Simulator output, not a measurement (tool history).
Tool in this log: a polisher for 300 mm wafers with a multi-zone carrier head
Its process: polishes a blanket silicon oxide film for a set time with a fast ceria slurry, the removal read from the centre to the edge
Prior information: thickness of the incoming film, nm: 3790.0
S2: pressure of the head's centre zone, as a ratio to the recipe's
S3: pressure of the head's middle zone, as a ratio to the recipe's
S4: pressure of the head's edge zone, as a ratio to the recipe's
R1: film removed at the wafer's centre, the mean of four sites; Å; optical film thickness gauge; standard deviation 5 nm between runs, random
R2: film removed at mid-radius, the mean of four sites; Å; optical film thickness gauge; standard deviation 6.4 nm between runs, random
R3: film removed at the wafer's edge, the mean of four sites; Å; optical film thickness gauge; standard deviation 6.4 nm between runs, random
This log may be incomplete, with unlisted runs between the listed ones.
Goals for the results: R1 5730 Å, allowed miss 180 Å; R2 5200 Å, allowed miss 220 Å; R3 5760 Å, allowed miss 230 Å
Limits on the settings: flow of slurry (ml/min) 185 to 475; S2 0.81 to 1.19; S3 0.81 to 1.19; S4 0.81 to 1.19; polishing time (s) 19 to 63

{"run": 1, "hour": 0.0, "flow of slurry (ml/min)": 305, "S2": 1, "S3": 1, "S4": 1, "polishing time (s)": 41, "R1": 6337.5, "R2": 6641.9, "R3": 6407.1}
{"run": 2, "hour": 7.5, "flow of slurry (ml/min)": 300, "S2": 1, "S3": 0.96, "S4": 0.99, "polishing time (s)": 40, "R1": 6265.6, "R2": 6129.1, "R3": 6158.9}
{"run": 3, "hour": 10.3, "flow of slurry (ml/min)": 330, "S2": 1, "S3": 0.96, "S4": 0.99, "polishing time (s)": 40, "R1": 6279.3, "R2": 6115.4, "R3": 6228.2}
{"run": 4, "hour": 17.7, "flow of slurry (ml/min)": 330, "S2": 0.98, "S3": 0.94, "S4": 0.98, "polishing time (s)": 40, "R1": 6217.7, "R2": 6103.7, "R3": 6289.8}
{"run": 5, "hour": 19.6, "flow of slurry (ml/min)": 330, "S2": 0.98, "S3": 0.94, "S4": 0.98, "polishing time (s)": 31, "R1": 4752.1, "R2": 4734, "R3": 4861.3}
{"run": 6, "hour": 22.9, "flow of slurry (ml/min)": 330, "S2": 1.05, "S3": 0.94, "S4": 0.98, "polishing time (s)": 31, "R1": 5160.7, "R2": 4630.5, "R3": 4859.5}
{"run": 7, "hour": 28.3, "flow of slurry (ml/min)": 335, "S2": 1.05, "S3": 0.95, "S4": 1.02, "polishing time (s)": 32, "R1": 5322.5, "R2": 4929.7, "R3": 5129.7}
{"run": 8, "hour": 30.2, "flow of slurry (ml/min)": 345, "S2": 1.06, "S3": 0.94, "S4": 1.05, "polishing time (s)": 32, "R1": 5285.2, "R2": 4885, "R3": 5078.1}
{"run": 9, "hour": 36.1, "flow of slurry (ml/min)": 345, "S2": 1.05, "S3": 0.92, "S4": 1.07, "polishing time (s)": 33, "R1": 5437.9, "R2": 4921.7, "R3": 5373.6}
{"run": 10, "hour": 38.5, "flow of slurry (ml/min)": 345, "S2": 1.05, "S3": 0.92, "S4": 1.09, "polishing time (s)": 33, "R1": 5490.9, "R2": 4884.9, "R3": 5407.4}
{"run": 11, "hour": 42.8, "flow of slurry (ml/min)": 345, "S2": 1.05, "S3": 0.93, "S4": 1.1, "polishing time (s)": 33, "R1": 5510.8, "R2": 4949.5, "R3": 5498.8}
{"run": 12, "hour": 51.7, "flow of slurry (ml/min)": 345, "S2": 1.05, "S3": 0.94, "S4": 1.11, "polishing time (s)": 33, "R1": 5479.5, "R2": 4990.5, "R3": 5498.9}

Pick the move, out of 5, that brings all results within their allowed miss; only one does.
{"run": "A", "hour": 60.6, "flow of slurry (ml/min)": 290, "S2": 0.95, "S3": 0.91, "S4": 1.1, "polishing time (s)": 39, "R1": "?", "R2": "?", "R3": "?"}
{"run": "B", "hour": 60.6, "flow of slurry (ml/min)": 395, "S2": 1.02, "S3": 0.94, "S4": 1.16, "polishing time (s)": 33, "R1": "?", "R2": "?", "R3": "?"}
{"run": "C", "hour": 60.6, "flow of slurry (ml/min)": 310, "S2": 1.19, "S3": 0.91, "S4": 1, "polishing time (s)": 33, "R1": "?", "R2": "?", "R3": "?"}
{"run": "D", "hour": 60.6, "flow of slurry (ml/min)": 280, "S2": 1.06, "S3": 0.93, "S4": 1.1, "polishing time (s)": 35, "R1": "?", "R2": "?", "R3": "?"}
{"run": "E", "hour": 60.6, "flow of slurry (ml/min)": 365, "S2": 1.19, "S3": 0.97, "S4": 1.07, "polishing time (s)": 31, "R1": "?", "R2": "?", "R3": "?"}

move=A R1=5699.4 R2=5634 R3=6337.7
move=B R1=5300 R2=5040.2 R3=5632.6
move=C R1=5931.2 R2=4797 R3=5143.9
move=D R1=5606.9 R2=5125.4 R3=5668.8
move=E R1=5669.2 R2=4826.6 R3=5050.7
A: brings the result that was furthest off to its target, and leaves another outside
B: further off than the last run
C: takes the biggest miss from the last run beyond its target
D: every result lands within tolerance
E: brings the result that was furthest off to its target, and leaves another outside
The right move is D.

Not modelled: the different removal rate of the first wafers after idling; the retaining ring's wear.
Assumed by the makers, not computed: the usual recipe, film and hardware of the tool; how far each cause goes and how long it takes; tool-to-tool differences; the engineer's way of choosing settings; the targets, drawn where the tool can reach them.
